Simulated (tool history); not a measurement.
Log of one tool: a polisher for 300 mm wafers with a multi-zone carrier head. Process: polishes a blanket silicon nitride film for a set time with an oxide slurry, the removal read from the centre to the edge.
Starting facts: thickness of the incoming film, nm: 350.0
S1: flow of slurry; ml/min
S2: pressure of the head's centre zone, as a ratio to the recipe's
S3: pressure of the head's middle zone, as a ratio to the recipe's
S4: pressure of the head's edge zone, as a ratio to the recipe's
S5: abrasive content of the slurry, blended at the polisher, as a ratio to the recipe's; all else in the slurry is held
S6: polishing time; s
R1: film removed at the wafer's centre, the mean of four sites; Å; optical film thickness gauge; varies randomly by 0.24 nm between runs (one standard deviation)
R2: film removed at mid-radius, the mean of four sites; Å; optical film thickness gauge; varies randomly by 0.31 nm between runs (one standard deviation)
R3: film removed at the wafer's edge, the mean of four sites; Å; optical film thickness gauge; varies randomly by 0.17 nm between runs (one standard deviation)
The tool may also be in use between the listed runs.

Run 1, hour 0.0: S1 230 ml/min, S2 1.00, S3 1.00, S4 1.00, S5 1.00, S6 44 s. Result: R1 410.41 Å, R2 403.16 Å, R3 389.25 Å.
Run 2, hour 6.8: S1 250 ml/min, S2 1.00, S3 1.00, S4 1.00, S5 1.00, S6 44 s. Result: R1 408.96 Å, R2 406.87 Å, R3 401.49 Å.
Run 3, hour 14.9: S1 250 ml/min, S2 0.97, S3 0.98, S4 0.98, S5 0.90, S6 42 s. Result: R1 354.79 Å, R2 361.20 Å, R3 355.82 Å.
Run 4, hour 21.5: S1 250 ml/min, S2 1.04, S3 0.98, S4 0.98, S5 0.90, S6 42 s. Result: R1 390.00 Å, R2 357.20 Å, R3 351.18 Å.
Run 5, hour 22.7: S1 245 ml/min, S2 1.00, S3 0.96, S4 0.95, S5 0.80, S6 41 s. Result: R1 338.11 Å, R2 323.33 Å, R3 321.10 Å.
Run 6, hour 29.3: S1 235 ml/min, S2 0.97, S3 0.94, S4 0.92, S5 0.75, S6 40 s. Result: R1 300.66 Å, R2 291.12 Å, R3 291.72 Å.
Run 7, hour 34.4: S1 235 ml/min, S2 0.97, S3 0.94, S4 0.92, S5 0.75, S6 40 s. Result: R1 304.40 Å, R2 296.84 Å, R3 290.68 Å.
Run 8, hour 39.5: S1 230 ml/min, S2 0.94, S3 0.92, S4 0.91, S5 0.70, S6 40 s. Result: R1 284.62 Å, R2 281.37 Å, R3 276.20 Å.

Estimate the outcome of run 9 from the log above:
Run 9, hour 42.8: S1 165 ml/min, S2 0.84, S3 0.87, S4 0.95, S5 0.50, S6 39 s. Result: R1 ?, R2 ?, R3 ?.

Run 9 gave R1 175.29 Å, R2 179.92 Å, R3 196.64 Å.
